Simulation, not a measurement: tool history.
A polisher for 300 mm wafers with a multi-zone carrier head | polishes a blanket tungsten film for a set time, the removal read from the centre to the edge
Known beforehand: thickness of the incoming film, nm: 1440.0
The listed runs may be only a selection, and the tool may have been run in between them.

run	hour	flow of slurry (ml/min)	pressure of the head's centre zone	pressure of the head's middle zone	pressure of the head's edge zone	abrasive content of the slurry	polishing time (s)	film removed at the wafer's centre (nm)	film removed at mid-radius (nm)	film removed at the wafer's edge (nm)
1	0	260	1	1	1	1	74	592.49	584.68	616.95
2	8.3	275	0.99	1.05	1.03	1.15	78	644.06	669.12	673.53
3	16.3	275	0.99	1.09	1.03	1.15	78	649.6	679.29	670.6
4	22.3	275	1.02	1.09	1.03	1.15	78	663.65	684.58	680.51
5	24.9	275	1.02	1.18	1.03	1.15	78	672.73	734.9	675.69
6	26.2	285	0.99	1.18	1.05	1.25	82	707.37	800.12	738.61
7	28.7	300	0.98	1.18	1.07	1.3	84	737.06	832.02	782.41

Run 8, settings as shown, results not yet in. Your forecast:
8	30	300	0.98	1.18	1.07	1.3	84	?	?	?

film removed at the wafer's centre (nm): 724.01
film removed at mid-radius (nm): 830.63
film removed at the wafer's edge (nm): 786.01
